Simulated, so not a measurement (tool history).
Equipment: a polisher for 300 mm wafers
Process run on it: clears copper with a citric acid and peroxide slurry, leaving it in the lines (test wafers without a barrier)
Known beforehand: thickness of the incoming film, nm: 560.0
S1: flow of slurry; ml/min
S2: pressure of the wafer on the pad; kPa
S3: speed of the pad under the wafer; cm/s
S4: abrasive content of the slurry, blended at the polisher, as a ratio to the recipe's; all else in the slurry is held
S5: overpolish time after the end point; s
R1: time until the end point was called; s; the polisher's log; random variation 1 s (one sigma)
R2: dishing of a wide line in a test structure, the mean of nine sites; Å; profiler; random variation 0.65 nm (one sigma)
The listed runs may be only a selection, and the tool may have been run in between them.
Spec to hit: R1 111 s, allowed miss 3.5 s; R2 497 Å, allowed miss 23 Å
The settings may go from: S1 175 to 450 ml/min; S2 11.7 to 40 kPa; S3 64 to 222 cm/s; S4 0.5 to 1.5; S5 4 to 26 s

| run | hour | S1 | S2 | S3 | S4 | S5 | R1 | R2 |
|---|---|---|---|---|---|---|---|---|
| 1 | 0 | 290 | 25.5 | 142 | 1 | 13 | 123.26 | 361.58 |
| 2 | 6.4 | 260 | 25.5 | 142 | 1 | 13 | 121.96 | 359.94 |
| 3 | 13.6 | 260 | 25.5 | 142 | 1 | 14 | 125.3 | 379.67 |
| 4 | 18.2 | 260 | 25.5 | 142 | 1 | 8 | 124.05 | 231.93 |
| 5 | 27 | 260 | 25.5 | 116 | 1 | 8 | 149.98 | 200.94 |
| 6 | 28.9 | 260 | 22.1 | 116 | 1 | 8 | 170.74 | 181.88 |
| 7 | 35.6 | 260 | 23.4 | 116 | 1 | 9 | 159.56 | 204.71 |
| 8 | 37.8 | 260 | 24.8 | 116 | 1 | 10 | 154.89 | 234.65 |
| 9 | 40.7 | 260 | 26.2 | 116 | 1 | 11 | 150.19 | 269.62 |
| 10 | 49.7 | 260 | 27.6 | 116 | 1 | 11 | 142.46 | 276.68 |
| 11 | 54.5 | 260 | 29 | 116 | 1 | 12 | 134.96 | 306.41 |
| 12 | 56.3 | 255 | 35.2 | 116 | 1 | 18 | 115.68 | 474.48 |
| 13 | 63.9 | 260 | 35.2 | 116 | 1 | 18 | 113.27 | 492.24 |
| 14 | 65 | 260 | 35.2 | 116 | 1 | 18 | 115.52 | 489.31 |

Next run, 5 choices. One meets every target within its allowed miss, the rest don't. Which?
| A | 66.1 | 220 | 34.5 | 116 | 0.85 | 19 | ? | ? |
| B | 66.1 | 270 | 37.9 | 106 | 0.9 | 17 | ? | ? |
| C | 66.1 | 275 | 33.1 | 120 | 0.85 | 19 | ? | ? |
| D | 66.1 | 225 | 33.1 | 116 | 1 | 20 | ? | ? |
| E | 66.1 | 245 | 33.8 | 126 | 1 | 18 | ? | ? |

| move | R1 | R2 |
|---|---|---|
| A | 124.69 | 477.96 |
| B | 120.77 | 452.54 |
| C | 121.55 | 485.9 |
| D | 124.43 | 495.9 |
| E | 111.63 | 497.53 |
A: its largest miss is bigger than the last run's
B: its largest miss is bigger than the last run's
C: its largest miss is bigger than the last run's
D: its largest miss is bigger than the last run's
E: in spec on every target
The right move is E.
